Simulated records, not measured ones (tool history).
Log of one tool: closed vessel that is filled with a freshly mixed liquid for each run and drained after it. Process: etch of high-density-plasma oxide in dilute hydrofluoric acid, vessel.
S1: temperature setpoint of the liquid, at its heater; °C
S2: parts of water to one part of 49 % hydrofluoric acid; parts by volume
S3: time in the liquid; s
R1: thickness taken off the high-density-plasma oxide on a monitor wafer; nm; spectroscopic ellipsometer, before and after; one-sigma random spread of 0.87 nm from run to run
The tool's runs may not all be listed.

run  hour    S1   S2    S3       R1
  1   0.0  24.0  160  1725   82.623
  2   3.0  25.0  160  1725   86.618
  3   6.6  25.0  160  1850   90.821
  4   8.0  28.0  160  1850  102.660
  5  16.8  28.0  105  1850  167.380
  6  23.3  28.0   55  1850  342.330
  7  24.3  27.0   65  1850  277.340
  8  29.4  25.5   75  1850  220.160

What does the tool deliver on the next run?
  9  37.3  21.5  75  1850   ?

R1: 192.380 nm

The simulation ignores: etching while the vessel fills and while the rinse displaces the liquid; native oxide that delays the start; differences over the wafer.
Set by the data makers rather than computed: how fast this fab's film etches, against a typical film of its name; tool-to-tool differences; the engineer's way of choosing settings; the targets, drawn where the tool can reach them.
